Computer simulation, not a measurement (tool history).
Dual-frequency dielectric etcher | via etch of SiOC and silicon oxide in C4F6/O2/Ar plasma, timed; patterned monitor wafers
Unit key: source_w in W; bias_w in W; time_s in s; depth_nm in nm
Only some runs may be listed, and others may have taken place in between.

run,hour,source_w,bias_w,time_s,depth_nm
1,0,310,216,88,97.022
2,6.6,260,216,88,89.319
3,15.2,260,185,88,86.214
4,16,310,199,88.5,95.337
5,23.6,350,207,88.5,103.35
6,28.9,370,210,88.5,106.44
7,33.5,390,213,88.5,108.85

What will run 8 give?
8,39.7,400,218,88.5,?

depth_nm: 112.07 nm
